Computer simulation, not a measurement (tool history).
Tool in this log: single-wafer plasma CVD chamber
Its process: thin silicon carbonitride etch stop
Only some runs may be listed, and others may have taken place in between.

run    day  RF power (kW)  deposition time (s)  mean film thickness on the monitor wafer (nm)
  1      0          0.225                 15.5                                         8.6431
  2  0.175           0.25                 15.5                                         8.8622
  3  0.321           0.25                 17.4                                           9.93
  4  0.642           0.24                 16.2                                         9.1889
  5  1.012           0.23                 15.2                                         8.5283
  6  1.233          0.225                 14.4                                          8.008
  7  1.258           0.22                 13.8                                         7.5944
  8  1.308          0.215                 13.3                                         7.3072

Forecast run 9:
  9  1.512           0.21                 12.9                                              ?

Logged for run 9: mean film thickness on the monitor wafer (nm) 7.0371.

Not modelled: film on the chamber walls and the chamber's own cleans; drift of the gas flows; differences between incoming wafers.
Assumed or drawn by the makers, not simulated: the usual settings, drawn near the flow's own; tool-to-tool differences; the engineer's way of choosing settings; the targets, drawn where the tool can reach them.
